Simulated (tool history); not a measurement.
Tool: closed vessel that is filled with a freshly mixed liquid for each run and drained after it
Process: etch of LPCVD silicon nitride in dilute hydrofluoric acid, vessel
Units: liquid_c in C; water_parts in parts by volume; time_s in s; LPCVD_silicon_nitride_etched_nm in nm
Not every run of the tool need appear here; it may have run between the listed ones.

run,hour,liquid_c,water_parts,time_s,LPCVD_silicon_nitride_etched_nm
1,0,20,240,2915,4.6828
2,6.2,20,240,2915,4.7108
3,12.2,22,240,2915,5.2751
4,19,22,240,2915,5.3049
5,26.1,20,240,2915,4.6993
6,32.4,20,165,2915,6.7943

The next listed run, before its measurement:
7,40.5,19.5,185,2915,?

LPCVD_silicon_nitride_etched_nm: 5.842 nm
